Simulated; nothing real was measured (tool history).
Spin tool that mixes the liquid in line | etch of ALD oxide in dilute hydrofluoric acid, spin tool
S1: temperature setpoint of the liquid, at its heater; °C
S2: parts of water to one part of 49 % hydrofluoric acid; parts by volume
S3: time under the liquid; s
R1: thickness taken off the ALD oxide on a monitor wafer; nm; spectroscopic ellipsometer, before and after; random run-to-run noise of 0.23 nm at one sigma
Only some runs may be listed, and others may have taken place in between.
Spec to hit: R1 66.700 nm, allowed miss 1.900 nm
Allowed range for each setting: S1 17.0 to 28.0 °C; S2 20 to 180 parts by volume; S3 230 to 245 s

run,hour,S1,S2,S3,R1
1,0.0,20.0,100,230,22.338
2,2.5,20.0,80,230,28.871
3,9.8,18.5,80,230,26.953
4,12.1,18.5,45,230,49.543
5,21.1,20.5,45,230,54.440
6,23.9,21.5,45,230,56.299
7,26.8,22.5,45,230,59.041
8,33.6,23.0,45,230,60.295
9,40.9,23.5,45,230,61.291
10,42.6,24.0,45,230,62.720
11,46.4,24.5,45,230,64.067

Pick the move, out of 4, that brings all results within their allowed miss; only one does.
A,50.2,26.5,50,245,?
B,50.2,25.5,45,245,?
C,50.2,25.5,50,235,?
D,50.2,22.0,45,240,?

move,R1
A,66.229
B,71.156
C,61.004
D,60.302
A: in spec on every target
B: takes the result that was furthest off past its target
C: further off than the last run
D: further off than the last run
Move A is the one to make.
